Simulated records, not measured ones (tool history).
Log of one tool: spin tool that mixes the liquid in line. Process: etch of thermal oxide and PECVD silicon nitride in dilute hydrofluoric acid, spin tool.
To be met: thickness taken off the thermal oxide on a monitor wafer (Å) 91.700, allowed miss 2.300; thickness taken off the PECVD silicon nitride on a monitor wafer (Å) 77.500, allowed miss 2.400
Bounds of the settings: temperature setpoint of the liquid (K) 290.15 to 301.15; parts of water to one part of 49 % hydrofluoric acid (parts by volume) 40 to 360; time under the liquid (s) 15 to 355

run  hour  temperature setpoint of the liquid (K)  parts of water to one part of 49 % hydrofluoric acid (parts by volume)  time under the liquid (s)  thickness taken off the thermal oxide on a monitor wafer (Å)  thickness taken off the PECVD silicon nitride on a monitor wafer (Å)
  1   0.0                                  293.15                                                                     200                        180                                                        31.713                                                                25.839
  2   2.8                                  294.65                                                                     200                        180                                                        33.852                                                                28.286
  3   8.1                                  294.65                                                                     230                        180                                                        28.488                                                                24.991
  4   9.5                                  295.15                                                                     215                        180                                                        31.384                                                                27.539
  5  15.0                                  295.65                                                                     200                        180                                                        34.885                                                                30.060
  6  16.6                                  295.65                                                                     200                        145                                                        27.851                                                                24.113
  7  18.8                                  296.15                                                                     185                        150                                                        32.888                                                                28.037
  8  22.8                                  296.65                                                                     175                        155                                                        36.450                                                                31.268
  9  24.7                                  297.15                                                                     165                        155                                                        40.034                                                                34.354
 10  30.6                                  297.65                                                                     155                        155                                                        44.312                                                                37.953
 11  35.5                                  298.15                                                                     145                        155                                                        48.790                                                                42.190
 12  39.7                                  298.65                                                                     135                        155                                                        53.884                                                                46.748
 13  43.6                                  298.65                                                                     130                        155                                                        56.550                                                                48.232
 14  51.3                                  298.65                                                                     125                        155                                                        58.082                                                                50.585
 15  59.2                                  298.65                                                                     120                        155                                                        62.384                                                                51.681
 16  64.4                                  299.15                                                                     115                        155                                                        65.401                                                                56.002
 17  67.4                                  299.15                                                                     110                        155                                                        69.685                                                                59.499
 18  75.8                                  299.15                                                                     105                        155                                                        72.401                                                                62.234

5 next moves are on the table. One of them brings every result within its allowed miss. Which?
  A  84.2                                  298.65                                                                     105                        200                                                             ?                                                                     ?
  B  84.2                                  299.15                                                                      75                        140                                                             ?                                                                     ?
  C  84.2                                  301.15                                                                     100                        150                                                             ?                                                                     ?
  D  84.2                                  290.65                                                                      40                         85                                                             ?                                                                     ?
  E  84.2                                  298.15                                                                      85                        160                                                             ?                                                                     ?

move  thickness taken off the thermal oxide on a monitor wafer (Å)  thickness taken off the PECVD silicon nitride on a monitor wafer (Å)
   A                                                        92.995                                                                77.156
   B                                                        96.642                                                                77.881
   C                                                        81.172                                                                71.353
   D                                                        80.640                                                                48.852
   E                                                        92.439                                                                73.643
A: meets every target
B: takes the result that was furthest off past its target
C: nearer than the last run, and not there yet
D: further off than the last run
E: brings the result that was furthest off to its target, and leaves another outside
Answer: A
